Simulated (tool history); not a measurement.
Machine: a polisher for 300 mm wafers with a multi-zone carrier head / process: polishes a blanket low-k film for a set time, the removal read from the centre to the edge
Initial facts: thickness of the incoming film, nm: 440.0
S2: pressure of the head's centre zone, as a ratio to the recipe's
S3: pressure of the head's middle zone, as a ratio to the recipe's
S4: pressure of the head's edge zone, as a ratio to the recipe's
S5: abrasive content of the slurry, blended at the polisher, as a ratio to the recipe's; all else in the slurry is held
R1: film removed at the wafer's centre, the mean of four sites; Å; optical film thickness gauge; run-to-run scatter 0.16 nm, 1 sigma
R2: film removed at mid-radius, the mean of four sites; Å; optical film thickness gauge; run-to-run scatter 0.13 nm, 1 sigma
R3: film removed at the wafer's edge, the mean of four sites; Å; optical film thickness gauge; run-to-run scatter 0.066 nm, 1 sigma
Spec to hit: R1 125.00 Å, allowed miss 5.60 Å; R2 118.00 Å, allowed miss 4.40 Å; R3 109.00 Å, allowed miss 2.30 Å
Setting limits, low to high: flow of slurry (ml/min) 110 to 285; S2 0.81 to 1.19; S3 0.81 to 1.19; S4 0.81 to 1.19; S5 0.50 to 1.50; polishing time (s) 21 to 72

run 1 day=0.000 | flow_of_slurry_(ml/min)=180 S2=1.00 S3=1.00 S4=1.00 S5=1.00 polishing_time_(s)=46 | R1=163.45 R2=164.64 R3=166.38
run 2 day=0.246 | flow_of_slurry_(ml/min)=180 S2=1.00 S3=1.00 S4=1.00 S5=1.10 polishing_time_(s)=46 | R1=171.59 R2=173.27 R3=171.90
run 3 day=0.558 | flow_of_slurry_(ml/min)=220 S2=1.00 S3=1.00 S4=1.00 S5=1.10 polishing_time_(s)=46 | R1=178.47 R2=178.05 R3=176.76
run 4 day=0.821 | flow_of_slurry_(ml/min)=220 S2=1.00 S3=1.00 S4=1.03 S5=1.10 polishing_time_(s)=46 | R1=175.92 R2=179.55 R3=178.69
run 5 day=1.033 | flow_of_slurry_(ml/min)=220 S2=1.04 S3=1.00 S4=1.03 S5=1.10 polishing_time_(s)=46 | R1=183.58 R2=180.64 R3=178.70
run 6 day=1.075 | flow_of_slurry_(ml/min)=200 S2=1.04 S3=1.00 S4=1.03 S5=1.10 polishing_time_(s)=46 | R1=178.10 R2=175.87 R3=175.68
run 7 day=1.246 | flow_of_slurry_(ml/min)=190 S2=1.05 S3=1.02 S4=0.97 S5=0.90 polishing_time_(s)=44 | R1=159.64 R2=155.31 R3=148.65
run 8 day=1.346 | flow_of_slurry_(ml/min)=180 S2=1.05 S3=1.02 S4=0.93 S5=0.80 polishing_time_(s)=43 | R1=147.88 R2=143.90 R3=135.31
run 9 day=1.646 | flow_of_slurry_(ml/min)=180 S2=1.05 S3=1.02 S4=0.93 S5=0.80 polishing_time_(s)=43 | R1=147.02 R2=140.20 R3=135.68
run 10 day=1.688 | flow_of_slurry_(ml/min)=175 S2=1.05 S3=1.03 S4=0.90 S5=0.70 polishing_time_(s)=43 | R1=140.23 R2=133.48 R3=125.16
run 11 day=1.804 | flow_of_slurry_(ml/min)=170 S2=1.04 S3=1.03 S4=0.87 S5=0.65 polishing_time_(s)=43 | R1=131.21 R2=132.75 R3=118.58
run 12 day=2.038 | flow_of_slurry_(ml/min)=160 S2=1.05 S3=1.01 S4=0.85 S5=0.65 polishing_time_(s)=43 | R1=129.78 R2=127.94 R3=117.37

4 next moves are on the table. One of them brings every result within its allowed miss. Which?
run A day=2.271 | flow_of_slurry_(ml/min)=185 S2=1.06 S3=1.02 S4=0.81 S5=0.65 polishing_time_(s)=43 | R1=? R2=? R3=?
run B day=2.271 | flow_of_slurry_(ml/min)=120 S2=0.99 S3=0.85 S4=0.84 S5=0.50 polishing_time_(s)=54 | R1=? R2=? R3=?
run C day=2.271 | flow_of_slurry_(ml/min)=110 S2=1.09 S3=1.01 S4=0.83 S5=0.95 polishing_time_(s)=36 | R1=? R2=? R3=?
run D day=2.271 | flow_of_slurry_(ml/min)=175 S2=1.04 S3=1.04 S4=0.81 S5=0.70 polishing_time_(s)=39 | R1=? R2=? R3=?

move=A R1=135.75 R2=132.09 R3=116.69
move=B R1=128.96 R2=118.29 R3=124.48
move=C R1=126.48 R2=120.08 R3=110.68
move=D R1=124.12 R2=125.10 R3=109.05
A: moves toward the targets from the last run without getting all of them in spec
B: lands further from the targets than the last run did
C: every result lands within tolerance
D: brings the result that was furthest off to its target, and leaves another outside
Go with C: it meets all targets.
